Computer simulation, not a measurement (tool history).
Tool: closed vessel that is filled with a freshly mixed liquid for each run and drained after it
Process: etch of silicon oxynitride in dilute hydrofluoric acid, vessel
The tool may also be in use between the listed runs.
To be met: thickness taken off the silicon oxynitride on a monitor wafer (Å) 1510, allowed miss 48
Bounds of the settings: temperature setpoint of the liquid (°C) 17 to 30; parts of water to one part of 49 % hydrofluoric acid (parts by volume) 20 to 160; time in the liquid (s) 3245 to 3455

run    day  temperature setpoint of the liquid (°C)  parts of water to one part of 49 % hydrofluoric acid (parts by volume)  time in the liquid (s)  thickness taken off the silicon oxynitride on a monitor wafer (Å)
  1      0                                       22                                                                      90                    3245                                                             664.44
  2  0.075                                       23                                                                      85                    3245                                                             745.76
  3    0.4                                       23                                                                      85                    3245                                                             743.33
  4  0.742                                       23                                                                      75                    3245                                                             861.88
  5   1.05                                     26.5                                                                      75                    3245                                                             1010.8
  6  1.408                                     26.5                                                                      75                    3455                                                             1062.9
  7  1.467                                       27                                                                      75                    3455                                                             1090.1
  8  1.583                                     27.5                                                                      75                    3455                                                             1108.2
  9   1.65                                       28                                                                      75                    3455                                                             1139.1
 10    1.9                                       29                                                                      65                    3455                                                             1380.3
 11  2.083                                     29.5                                                                      65                    3455                                                             1421.5
 12  2.212                                       30                                                                      65                    3455                                                             1452.6
 13  2.446                                       30                                                                      60                    3455                                                             1581.3

4 next moves are on the table. One of them brings every result within its allowed miss. Which?
  A  2.679                                       30                                                                      55                    3455                                                                  ?
  B  2.679                                     29.5                                                                      55                    3245                                                                  ?
  C  2.679                                     28.5                                                                      60                    3255                                                                  ?
  D  2.679                                       29                                                                      60                    3455                                                                  ?

move  thickness taken off the silicon oxynitride on a monitor wafer (Å)
   A                                                             1749.1
   B                                                             1605.1
   C                                                             1401.5
   D                                                             1522.8
A: further off than the last run
B: further off than the last run
C: takes the result that was furthest off past its target
D: meets every target
Answer: D

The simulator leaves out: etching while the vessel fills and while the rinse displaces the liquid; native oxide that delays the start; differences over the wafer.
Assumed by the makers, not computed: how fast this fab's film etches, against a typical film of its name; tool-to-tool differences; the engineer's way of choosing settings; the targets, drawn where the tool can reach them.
